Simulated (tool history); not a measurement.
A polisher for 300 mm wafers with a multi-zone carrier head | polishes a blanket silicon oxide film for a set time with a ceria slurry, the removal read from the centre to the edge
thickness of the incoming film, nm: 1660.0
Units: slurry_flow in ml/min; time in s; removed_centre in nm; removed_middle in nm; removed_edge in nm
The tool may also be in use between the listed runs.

{"run": 1, "hour": 0.0, "slurry_flow": 200, "centre_zone": 1.0, "middle_zone": 1.0, "edge_zone": 1.0, "time": 48, "removed_centre": 159.27, "removed_middle": 155.72, "removed_edge": 159.12}
{"run": 2, "hour": 8.2, "slurry_flow": 205, "centre_zone": 0.99, "middle_zone": 1.01, "edge_zone": 1.03, "time": 50, "removed_centre": 164.05, "removed_middle": 162.89, "removed_edge": 168.15}
{"run": 3, "hour": 10.9, "slurry_flow": 210, "centre_zone": 0.98, "middle_zone": 1.02, "edge_zone": 1.05, "time": 52, "removed_centre": 172.99, "removed_middle": 172.73, "removed_edge": 174.58}
{"run": 4, "hour": 18.2, "slurry_flow": 175, "centre_zone": 0.98, "middle_zone": 1.02, "edge_zone": 1.05, "time": 52, "removed_centre": 165.33, "removed_middle": 173.93, "removed_edge": 170.88}
{"run": 5, "hour": 22.6, "slurry_flow": 185, "centre_zone": 0.96, "middle_zone": 1.02, "edge_zone": 1.07, "time": 54, "removed_centre": 172.1, "removed_middle": 176.73, "removed_edge": 181.72}
{"run": 6, "hour": 27.2, "slurry_flow": 205, "centre_zone": 0.96, "middle_zone": 1.02, "edge_zone": 1.07, "time": 54, "removed_centre": 171.98, "removed_middle": 175.21, "removed_edge": 183.23}
{"run": 7, "hour": 32.9, "slurry_flow": 230, "centre_zone": 0.93, "middle_zone": 1.09, "edge_zone": 1.17, "time": 64, "removed_centre": 196.87, "removed_middle": 228.96, "removed_edge": 230.23}

Forecast run 8:
{"run": 8, "hour": 34.0, "slurry_flow": 230, "centre_zone": 0.93, "middle_zone": 1.08, "edge_zone": 1.17, "time": 64, "removed_centre": "?", "removed_middle": "?", "removed_edge": "?"}

Run 8 gave removed_centre 198.67 nm, removed_middle 228.02 nm, removed_edge 229.84 nm.
